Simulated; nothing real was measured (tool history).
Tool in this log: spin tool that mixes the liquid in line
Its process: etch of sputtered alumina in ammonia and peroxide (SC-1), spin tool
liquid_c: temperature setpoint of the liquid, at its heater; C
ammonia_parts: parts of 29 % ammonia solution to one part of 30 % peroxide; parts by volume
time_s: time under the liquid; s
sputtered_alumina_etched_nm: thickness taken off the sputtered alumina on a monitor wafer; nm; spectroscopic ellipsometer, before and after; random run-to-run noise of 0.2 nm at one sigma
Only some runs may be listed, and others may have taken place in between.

Run 1, hour 0: liquid_c 57 C, ammonia_parts 0.4 parts by volume, time_s 330 s. Result: sputtered_alumina_etched_nm 13.409 nm.
Run 2, hour 5.1: liquid_c 57 C, ammonia_parts 0.5 parts by volume, time_s 330 s. Result: sputtered_alumina_etched_nm 13.717 nm.
Run 3, hour 7.7: liquid_c 57 C, ammonia_parts 0.45 parts by volume, time_s 330 s. Result: sputtered_alumina_etched_nm 13.616 nm.
Run 4, hour 8.9: liquid_c 51 C, ammonia_parts 0.45 parts by volume, time_s 330 s. Result: sputtered_alumina_etched_nm 9.7933 nm.
Run 5, hour 15.5: liquid_c 51 C, ammonia_parts 0.45 parts by volume, time_s 330 s. Result: sputtered_alumina_etched_nm 9.8805 nm.
Run 6, hour 16.4: liquid_c 51 C, ammonia_parts 0.45 parts by volume, time_s 330 s. Result: sputtered_alumina_etched_nm 9.8563 nm.
Run 7, hour 17.1: liquid_c 51 C, ammonia_parts 0.45 parts by volume, time_s 330 s. Result: sputtered_alumina_etched_nm 9.8116 nm.

Run 8 comes next. What will it give?
Run 8, hour 22.6: liquid_c 55.5 C, ammonia_parts 0.45 parts by volume, time_s 330 s. Result: sputtered_alumina_etched_nm ?.

{"run 8": {"sputtered_alumina_etched_nm": 12.527}}
